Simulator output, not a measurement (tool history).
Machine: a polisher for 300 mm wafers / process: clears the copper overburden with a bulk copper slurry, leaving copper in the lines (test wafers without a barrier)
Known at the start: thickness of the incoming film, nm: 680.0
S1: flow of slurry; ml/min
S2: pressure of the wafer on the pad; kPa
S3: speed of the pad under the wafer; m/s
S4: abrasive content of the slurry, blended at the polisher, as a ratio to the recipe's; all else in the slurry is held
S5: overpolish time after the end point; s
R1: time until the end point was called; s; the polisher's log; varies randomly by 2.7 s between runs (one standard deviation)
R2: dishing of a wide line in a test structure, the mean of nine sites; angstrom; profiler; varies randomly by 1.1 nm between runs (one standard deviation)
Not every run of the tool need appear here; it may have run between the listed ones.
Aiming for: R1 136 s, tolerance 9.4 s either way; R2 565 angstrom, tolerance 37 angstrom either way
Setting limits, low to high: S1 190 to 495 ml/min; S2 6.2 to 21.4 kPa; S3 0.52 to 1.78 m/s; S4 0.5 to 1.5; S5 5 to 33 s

run 1 hour=0 | S1=320 S2=13.8 S3=1.14 S4=1 S5=17 | R1=97.688 R2=621.23
run 2 hour=5.5 | S1=320 S2=13.8 S3=1.14 S4=1.2 S5=17 | R1=93.531 R2=634.88
run 3 hour=11.2 | S1=320 S2=13.8 S3=1.04 S4=1.2 S5=17 | R1=102.69 R2=596.52
run 4 hour=11.7 | S1=395 S2=13.8 S3=1.04 S4=1.2 S5=17 | R1=99.254 R2=607.92
run 5 hour=14.3 | S1=395 S2=13.8 S3=1.04 S4=1.2 S5=10 | R1=101.09 R2=448.25
run 6 hour=22.3 | S1=395 S2=13.1 S3=1.02 S4=1.2 S5=12 | R1=109.09 R2=492.63
run 7 hour=31.2 | S1=395 S2=13.1 S3=1.02 S4=1.2 S5=12 | R1=108.28 R2=458.94
run 8 hour=39.6 | S1=390 S2=12.4 S3=1 S4=1.2 S5=14 | R1=114.48 R2=500.13
run 9 hour=41.7 | S1=390 S2=11.7 S3=1 S4=1.2 S5=15 | R1=122.96 R2=508.32
run 10 hour=47.9 | S1=390 S2=11.7 S3=1 S4=1.2 S5=16 | R1=115.02 R2=526.12
run 11 hour=52.5 | S1=390 S2=9 S3=0.94 S4=1.2 S5=24 | R1=152.3 R2=570.32

Exercise: of the 5 proposed moves below, exactly one satisfies all targets within the stated allowed misses. Which move is it?
run A hour=57.1 | S1=360 S2=12.4 S3=0.86 S4=1.05 S5=21 | R1=? R2=?
run B hour=57.1 | S1=370 S2=9 S3=0.92 S4=1.15 S5=23 | R1=? R2=?
run C hour=57.1 | S1=360 S2=9 S3=0.92 S4=1.05 S5=24 | R1=? R2=?
run D hour=57.1 | S1=465 S2=10.3 S3=0.78 S4=1.15 S5=24 | R1=? R2=?
run E hour=57.1 | S1=395 S2=9 S3=0.84 S4=1.25 S5=28 | R1=? R2=?

move=A R1=135.28 R2=565.72
move=B R1=156.19 R2=535.33
move=C R1=160.06 R2=540.65
move=D R1=163.3 R2=540.95
move=E R1=166.26 R2=574.38
A: in spec on every target
B: misses by more than the last run did
C: misses by more than the last run did
D: misses by more than the last run did
E: misses by more than the last run did
Correct choice: A, which meets every target
